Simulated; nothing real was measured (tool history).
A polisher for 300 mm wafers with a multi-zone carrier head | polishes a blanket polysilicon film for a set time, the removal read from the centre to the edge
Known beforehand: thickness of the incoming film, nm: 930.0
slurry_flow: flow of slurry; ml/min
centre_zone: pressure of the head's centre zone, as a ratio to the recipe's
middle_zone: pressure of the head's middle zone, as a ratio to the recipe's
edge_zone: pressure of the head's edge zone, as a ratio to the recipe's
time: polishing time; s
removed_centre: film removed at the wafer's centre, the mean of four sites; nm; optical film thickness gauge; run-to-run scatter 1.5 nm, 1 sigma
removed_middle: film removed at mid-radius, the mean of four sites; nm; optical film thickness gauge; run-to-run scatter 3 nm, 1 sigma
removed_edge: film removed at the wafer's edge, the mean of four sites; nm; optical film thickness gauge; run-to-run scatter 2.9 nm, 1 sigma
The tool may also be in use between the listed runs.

{"run": 1, "hour": 0.0, "slurry_flow": 210, "centre_zone": 1, "middle_zone": 1, "edge_zone": 1, "time": 31, "removed_centre": 301.52, "removed_middle": 305.91, "removed_edge": 291.79}
{"run": 2, "hour": 8.3, "slurry_flow": 205, "centre_zone": 0.98, "middle_zone": 0.99, "edge_zone": 0.99, "time": 31, "removed_centre": 291.62, "removed_middle": 300.27, "removed_edge": 289.13}
{"run": 3, "hour": 16.3, "slurry_flow": 205, "centre_zone": 0.98, "middle_zone": 0.99, "edge_zone": 0.99, "time": 37, "removed_centre": 349.38, "removed_middle": 358.88, "removed_edge": 346.28}
{"run": 4, "hour": 19.6, "slurry_flow": 160, "centre_zone": 0.98, "middle_zone": 0.99, "edge_zone": 0.99, "time": 37, "removed_centre": 335.39, "removed_middle": 343.95, "removed_edge": 338.29}
{"run": 5, "hour": 25.9, "slurry_flow": 160, "centre_zone": 0.96, "middle_zone": 0.99, "edge_zone": 0.97, "time": 36, "removed_centre": 318.11, "removed_middle": 338.19, "removed_edge": 319.65}
{"run": 6, "hour": 27.5, "slurry_flow": 160, "centre_zone": 0.96, "middle_zone": 0.99, "edge_zone": 0.89, "time": 36, "removed_centre": 321.97, "removed_middle": 332.65, "removed_edge": 312.58}
{"run": 7, "hour": 29.6, "slurry_flow": 155, "centre_zone": 0.94, "middle_zone": 0.98, "edge_zone": 0.89, "time": 35, "removed_centre": 303.25, "removed_middle": 328.96, "removed_edge": 307.6}
{"run": 8, "hour": 32.8, "slurry_flow": 155, "centre_zone": 0.93, "middle_zone": 0.97, "edge_zone": 0.89, "time": 34, "removed_centre": 290.8, "removed_middle": 312.83, "removed_edge": 294.74}
{"run": 9, "hour": 39.8, "slurry_flow": 150, "centre_zone": 0.92, "middle_zone": 0.96, "edge_zone": 0.89, "time": 33, "removed_centre": 275.95, "removed_middle": 301.94, "removed_edge": 287.25}

Forecast run 10:
{"run": 10, "hour": 46.0, "slurry_flow": 150, "centre_zone": 0.91, "middle_zone": 0.95, "edge_zone": 0.89, "time": 33, "removed_centre": "?", "removed_middle": "?", "removed_edge": "?"}

Run 10 came out at removed_centre 271.36 nm, removed_middle 298.3 nm, removed_edge 280.33 nm.

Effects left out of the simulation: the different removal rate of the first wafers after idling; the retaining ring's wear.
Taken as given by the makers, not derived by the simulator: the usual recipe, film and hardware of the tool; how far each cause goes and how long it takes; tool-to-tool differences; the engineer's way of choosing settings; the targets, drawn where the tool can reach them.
